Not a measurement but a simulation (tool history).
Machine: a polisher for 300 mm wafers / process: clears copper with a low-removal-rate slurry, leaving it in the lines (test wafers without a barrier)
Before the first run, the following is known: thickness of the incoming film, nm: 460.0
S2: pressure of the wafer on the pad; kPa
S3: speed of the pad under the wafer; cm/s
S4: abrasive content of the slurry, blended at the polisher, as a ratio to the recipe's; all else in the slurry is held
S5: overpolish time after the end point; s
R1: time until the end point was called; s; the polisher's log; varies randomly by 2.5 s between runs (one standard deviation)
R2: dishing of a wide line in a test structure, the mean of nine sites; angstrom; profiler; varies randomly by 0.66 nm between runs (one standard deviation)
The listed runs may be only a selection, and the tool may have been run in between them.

{"run": 1, "hour": 0.0, "flow of slurry (ml/min)": 150, "S2": 17.9, "S3": 128, "S4": 1.0, "S5": 13, "R1": 137.67, "R2": 307.12}
{"run": 2, "hour": 3.1, "flow of slurry (ml/min)": 150, "S2": 17.9, "S3": 128, "S4": 1.0, "S5": 7, "R1": 135.62, "R2": 174.07}
{"run": 3, "hour": 11.8, "flow of slurry (ml/min)": 150, "S2": 17.9, "S3": 128, "S4": 1.1, "S5": 7, "R1": 135.76, "R2": 183.47}
{"run": 4, "hour": 17.4, "flow of slurry (ml/min)": 150, "S2": 17.9, "S3": 128, "S4": 1.2, "S5": 7, "R1": 132.81, "R2": 181.33}
{"run": 5, "hour": 19.7, "flow of slurry (ml/min)": 145, "S2": 17.9, "S3": 128, "S4": 1.2, "S5": 8, "R1": 130.46, "R2": 208.54}
{"run": 6, "hour": 26.1, "flow of slurry (ml/min)": 145, "S2": 17.9, "S3": 128, "S4": 1.2, "S5": 9, "R1": 134.25, "R2": 218.55}
{"run": 7, "hour": 32.4, "flow of slurry (ml/min)": 145, "S2": 17.9, "S3": 128, "S4": 1.2, "S5": 10, "R1": 132.51, "R2": 249.71}
{"run": 8, "hour": 37.8, "flow of slurry (ml/min)": 145, "S2": 17.9, "S3": 128, "S4": 1.2, "S5": 11, "R1": 138.93, "R2": 267.02}

Forecast run 9:
{"run": 9, "hour": 43.0, "flow of slurry (ml/min)": 140, "S2": 19.3, "S3": 128, "S4": 1.2, "S5": 17, "R1": "?", "R2": "?"}

For run 9 the tool returned R1 124.25 s, R2 400.18 angstrom.

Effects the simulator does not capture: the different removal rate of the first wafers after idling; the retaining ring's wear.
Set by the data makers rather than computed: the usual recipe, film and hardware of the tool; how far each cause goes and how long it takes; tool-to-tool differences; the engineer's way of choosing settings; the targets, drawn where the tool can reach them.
